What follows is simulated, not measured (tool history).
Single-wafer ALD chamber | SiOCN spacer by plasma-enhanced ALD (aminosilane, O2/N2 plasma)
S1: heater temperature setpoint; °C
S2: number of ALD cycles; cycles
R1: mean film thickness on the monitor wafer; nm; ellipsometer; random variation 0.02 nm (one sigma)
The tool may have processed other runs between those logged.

run 1 day=0 | S1=400 S2=87 | R1=4.7291
run 2 day=0.275 | S1=398 S2=91 | R1=4.9513
run 3 day=0.429 | S1=398 S2=97 | R1=5.2534
run 4 day=0.467 | S1=397 S2=99 | R1=5.3689
run 5 day=0.683 | S1=396 S2=101 | R1=5.5026
run 6 day=0.962 | S1=395 S2=102 | R1=5.553
run 7 day=1.25 | S1=395 S2=103 | R1=5.5812

For run 8, what comes out?
run 8 day=1.425 | S1=395 S2=104 | R1=?

Run 8 gave R1 5.6735 nm.

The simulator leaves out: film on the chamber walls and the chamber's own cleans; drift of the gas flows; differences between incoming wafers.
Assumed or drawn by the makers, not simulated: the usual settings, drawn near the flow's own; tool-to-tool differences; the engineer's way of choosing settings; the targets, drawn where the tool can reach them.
